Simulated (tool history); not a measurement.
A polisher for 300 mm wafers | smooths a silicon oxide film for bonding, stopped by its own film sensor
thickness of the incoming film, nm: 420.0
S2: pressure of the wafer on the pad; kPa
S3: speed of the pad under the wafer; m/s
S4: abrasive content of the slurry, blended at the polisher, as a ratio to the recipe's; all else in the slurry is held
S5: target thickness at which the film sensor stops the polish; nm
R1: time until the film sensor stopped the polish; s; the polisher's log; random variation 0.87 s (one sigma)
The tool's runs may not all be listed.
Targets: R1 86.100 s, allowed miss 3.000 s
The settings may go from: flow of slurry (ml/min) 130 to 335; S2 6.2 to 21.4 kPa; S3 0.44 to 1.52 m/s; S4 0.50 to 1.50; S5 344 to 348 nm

{"run": 1, "hour": 0.0, "flow of slurry (ml/min)": 215, "S2": 13.8, "S3": 0.98, "S4": 1.0, "S5": 348, "R1": 111.55}
{"run": 2, "hour": 6.3, "flow of slurry (ml/min)": 215, "S2": 13.8, "S3": 0.98, "S4": 1.1, "S5": 348, "R1": 107.23}
{"run": 3, "hour": 9.4, "flow of slurry (ml/min)": 215, "S2": 14.5, "S3": 0.98, "S4": 1.1, "S5": 348, "R1": 99.623}
{"run": 4, "hour": 15.7, "flow of slurry (ml/min)": 190, "S2": 14.5, "S3": 0.98, "S4": 1.1, "S5": 348, "R1": 104.5}
{"run": 5, "hour": 16.6, "flow of slurry (ml/min)": 190, "S2": 14.5, "S3": 0.8, "S4": 1.1, "S5": 348, "R1": 117.0}
{"run": 6, "hour": 22.5, "flow of slurry (ml/min)": 200, "S2": 15.2, "S3": 0.8, "S4": 1.1, "S5": 348, "R1": 112.37}
{"run": 7, "hour": 24.7, "flow of slurry (ml/min)": 205, "S2": 15.9, "S3": 0.8, "S4": 1.1, "S5": 348, "R1": 108.1}
{"run": 8, "hour": 26.4, "flow of slurry (ml/min)": 205, "S2": 16.5, "S3": 0.8, "S4": 1.1, "S5": 348, "R1": 103.67}
{"run": 9, "hour": 28.4, "flow of slurry (ml/min)": 205, "S2": 17.2, "S3": 0.8, "S4": 1.1, "S5": 348, "R1": 98.198}
{"run": 10, "hour": 30.4, "flow of slurry (ml/min)": 210, "S2": 18.6, "S3": 0.8, "S4": 1.1, "S5": 348, "R1": 92.055}
{"run": 11, "hour": 31.9, "flow of slurry (ml/min)": 210, "S2": 18.6, "S3": 0.8, "S4": 1.1, "S5": 348, "R1": 89.808}

Which of these 4 next moves meets every target?
{"run": "A", "hour": 33.4, "flow of slurry (ml/min)": 210, "S2": 18.6, "S3": 0.92, "S4": 1.25, "S5": 348, "R1": "?"}
{"run": "B", "hour": 33.4, "flow of slurry (ml/min)": 265, "S2": 18.6, "S3": 0.72, "S4": 1.45, "S5": 347, "R1": "?"}
{"run": "C", "hour": 33.4, "flow of slurry (ml/min)": 215, "S2": 18.6, "S3": 0.9, "S4": 1.2, "S5": 348, "R1": "?"}
{"run": "D", "hour": 33.4, "flow of slurry (ml/min)": 170, "S2": 21.4, "S3": 0.8, "S4": 1.2, "S5": 347, "R1": "?"}

move=A R1=78.394
move=B R1=87.068
move=C R1=80.697
move=D R1=79.472
A: takes the result that was furthest off past its target
B: meets every target
C: takes the result that was furthest off past its target
D: takes the result that was furthest off past its target
Answer: B
